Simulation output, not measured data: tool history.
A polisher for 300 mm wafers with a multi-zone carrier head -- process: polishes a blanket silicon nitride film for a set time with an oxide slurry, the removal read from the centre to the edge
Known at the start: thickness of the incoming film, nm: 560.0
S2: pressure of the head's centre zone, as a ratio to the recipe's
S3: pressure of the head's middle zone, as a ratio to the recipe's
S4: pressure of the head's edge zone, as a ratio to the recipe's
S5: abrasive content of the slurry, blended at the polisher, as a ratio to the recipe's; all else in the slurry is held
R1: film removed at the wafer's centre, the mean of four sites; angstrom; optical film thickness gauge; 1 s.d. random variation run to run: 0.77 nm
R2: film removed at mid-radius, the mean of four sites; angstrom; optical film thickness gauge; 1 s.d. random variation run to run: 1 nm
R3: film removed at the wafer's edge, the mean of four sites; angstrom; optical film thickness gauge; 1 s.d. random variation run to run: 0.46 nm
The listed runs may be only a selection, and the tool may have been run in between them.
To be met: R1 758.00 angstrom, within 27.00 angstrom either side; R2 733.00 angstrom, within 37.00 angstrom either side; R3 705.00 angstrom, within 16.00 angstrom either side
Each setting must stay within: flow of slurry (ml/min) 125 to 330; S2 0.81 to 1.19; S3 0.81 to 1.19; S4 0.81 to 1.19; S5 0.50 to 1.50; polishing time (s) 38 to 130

{"run": 1, "hour": 0.0, "flow of slurry (ml/min)": 210, "S2": 1.0, "S3": 1.0, "S4": 1.0, "S5": 1.0, "polishing time (s)": 84, "R1": 897.94, "R2": 952.63, "R3": 919.15}
{"run": 2, "hour": 5.6, "flow of slurry (ml/min)": 205, "S2": 1.0, "S3": 0.99, "S4": 0.98, "S5": 0.95, "polishing time (s)": 84, "R1": 873.96, "R2": 900.64, "R3": 880.09}
{"run": 3, "hour": 10.2, "flow of slurry (ml/min)": 200, "S2": 1.0, "S3": 0.99, "S4": 0.96, "S5": 0.9, "polishing time (s)": 84, "R1": 830.01, "R2": 843.7, "R3": 833.25}
{"run": 4, "hour": 10.9, "flow of slurry (ml/min)": 195, "S2": 1.0, "S3": 0.99, "S4": 0.94, "S5": 0.9, "polishing time (s)": 84, "R1": 829.04, "R2": 864.94, "R3": 826.39}
{"run": 5, "hour": 13.6, "flow of slurry (ml/min)": 195, "S2": 1.0, "S3": 0.99, "S4": 0.94, "S5": 0.7, "polishing time (s)": 84, "R1": 680.02, "R2": 708.29, "R3": 674.35}
{"run": 6, "hour": 17.8, "flow of slurry (ml/min)": 195, "S2": 1.0, "S3": 0.99, "S4": 0.94, "S5": 0.7, "polishing time (s)": 100, "R1": 806.85, "R2": 828.21, "R3": 809.3}
{"run": 7, "hour": 19.0, "flow of slurry (ml/min)": 190, "S2": 1.0, "S3": 0.99, "S4": 0.93, "S5": 0.7, "polishing time (s)": 100, "R1": 794.32, "R2": 835.38, "R3": 795.58}
{"run": 8, "hour": 23.1, "flow of slurry (ml/min)": 185, "S2": 1.0, "S3": 0.98, "S4": 0.92, "S5": 0.7, "polishing time (s)": 100, "R1": 798.75, "R2": 805.18, "R3": 799.29}
{"run": 9, "hour": 27.1, "flow of slurry (ml/min)": 185, "S2": 1.0, "S3": 0.98, "S4": 0.91, "S5": 0.7, "polishing time (s)": 100, "R1": 796.43, "R2": 805.0, "R3": 787.49}
{"run": 10, "hour": 34.4, "flow of slurry (ml/min)": 180, "S2": 1.0, "S3": 0.98, "S4": 0.9, "S5": 0.7, "polishing time (s)": 100, "R1": 798.31, "R2": 809.48, "R3": 777.05}
{"run": 11, "hour": 37.1, "flow of slurry (ml/min)": 175, "S2": 1.0, "S3": 0.97, "S4": 0.89, "S5": 0.7, "polishing time (s)": 100, "R1": 786.91, "R2": 803.86, "R3": 781.1}
{"run": 12, "hour": 45.9, "flow of slurry (ml/min)": 175, "S2": 1.0, "S3": 0.97, "S4": 0.89, "S5": 0.7, "polishing time (s)": 100, "R1": 776.19, "R2": 812.22, "R3": 782.86}
{"run": 13, "hour": 51.1, "flow of slurry (ml/min)": 175, "S2": 1.01, "S3": 0.97, "S4": 0.88, "S5": 0.7, "polishing time (s)": 100, "R1": 808.42, "R2": 785.01, "R3": 772.86}
{"run": 14, "hour": 55.1, "flow of slurry (ml/min)": 170, "S2": 1.01, "S3": 0.97, "S4": 0.87, "S5": 0.7, "polishing time (s)": 100, "R1": 791.51, "R2": 777.15, "R3": 773.47}
{"run": 15, "hour": 62.5, "flow of slurry (ml/min)": 170, "S2": 1.05, "S3": 0.99, "S4": 0.81, "S5": 0.55, "polishing time (s)": 100, "R1": 618.78, "R2": 606.65, "R3": 572.64}
{"run": 16, "hour": 66.6, "flow of slurry (ml/min)": 170, "S2": 1.05, "S3": 0.99, "S4": 0.81, "S5": 0.55, "polishing time (s)": 100, "R1": 616.92, "R2": 612.93, "R3": 573.19}
{"run": 17, "hour": 70.4, "flow of slurry (ml/min)": 185, "S2": 1.05, "S3": 0.99, "S4": 0.82, "S5": 0.55, "polishing time (s)": 100, "R1": 632.87, "R2": 605.13, "R3": 574.95}
{"run": 18, "hour": 78.8, "flow of slurry (ml/min)": 200, "S2": 1.04, "S3": 0.99, "S4": 0.83, "S5": 0.55, "polishing time (s)": 100, "R1": 648.37, "R2": 624.84, "R3": 595.78}
{"run": 19, "hour": 86.3, "flow of slurry (ml/min)": 210, "S2": 1.03, "S3": 0.99, "S4": 0.84, "S5": 0.55, "polishing time (s)": 100, "R1": 646.75, "R2": 624.59, "R3": 588.44}
{"run": 20, "hour": 89.0, "flow of slurry (ml/min)": 165, "S2": 1.1, "S3": 1.07, "S4": 0.94, "S5": 0.8, "polishing time (s)": 101, "R1": 971.51, "R2": 978.46, "R3": 894.02}
{"run": 21, "hour": 94.7, "flow of slurry (ml/min)": 175, "S2": 1.09, "S3": 1.06, "S4": 0.92, "S5": 0.8, "polishing time (s)": 101, "R1": 981.99, "R2": 990.43, "R3": 895.92}
{"run": 22, "hour": 98.5, "flow of slurry (ml/min)": 180, "S2": 1.08, "S3": 1.05, "S4": 0.91, "S5": 0.8, "polishing time (s)": 101, "R1": 961.9, "R2": 972.09, "R3": 887.57}
{"run": 23, "hour": 100.5, "flow of slurry (ml/min)": 180, "S2": 1.07, "S3": 1.04, "S4": 0.9, "S5": 0.8, "polishing time (s)": 101, "R1": 977.87, "R2": 990.81, "R3": 885.97}
{"run": 24, "hour": 102.8, "flow of slurry (ml/min)": 180, "S2": 1.06, "S3": 1.03, "S4": 0.89, "S5": 0.8, "polishing time (s)": 101, "R1": 975.94, "R2": 974.04, "R3": 882.83}

Which single option among these 5 for the next run brings every result within its allowed miss of target? Just one does.
{"run": "A", "hour": 105.1, "flow of slurry (ml/min)": 160, "S2": 1.04, "S3": 0.96, "S4": 0.81, "S5": 1.0, "polishing time (s)": 72, "R1": "?", "R2": "?", "R3": "?"}
{"run": "B", "hour": 105.1, "flow of slurry (ml/min)": 185, "S2": 1.14, "S3": 1.04, "S4": 0.81, "S5": 0.7, "polishing time (s)": 88, "R1": "?", "R2": "?", "R3": "?"}
{"run": "C", "hour": 105.1, "flow of slurry (ml/min)": 215, "S2": 1.15, "S3": 0.99, "S4": 0.83, "S5": 0.55, "polishing time (s)": 105, "R1": "?", "R2": "?", "R3": "?"}
{"run": "D", "hour": 105.1, "flow of slurry (ml/min)": 195, "S2": 1.05, "S3": 1.08, "S4": 0.84, "S5": 1.0, "polishing time (s)": 105, "R1": "?", "R2": "?", "R3": "?"}
{"run": "E", "hour": 105.1, "flow of slurry (ml/min)": 200, "S2": 0.97, "S3": 0.86, "S4": 0.95, "S5": 0.8, "polishing time (s)": 76, "R1": "?", "R2": "?", "R3": "?"}

move=A R1=755.47 R2=744.92 R3=711.86
move=B R1=793.13 R2=759.31 R3=672.73
move=C R1=745.17 R2=676.48 R3=626.47
move=D R1=1160.30 R2=1245.00 R3=1077.60
move=E R1=663.59 R2=637.89 R3=698.91
A: in spec on every target
B: takes the biggest miss from the last run beyond its target
C: takes the biggest miss from the last run beyond its target
D: misses by more than the last run did
E: brings the result that was furthest off to its target, and leaves another outside
Move A is the one to make.
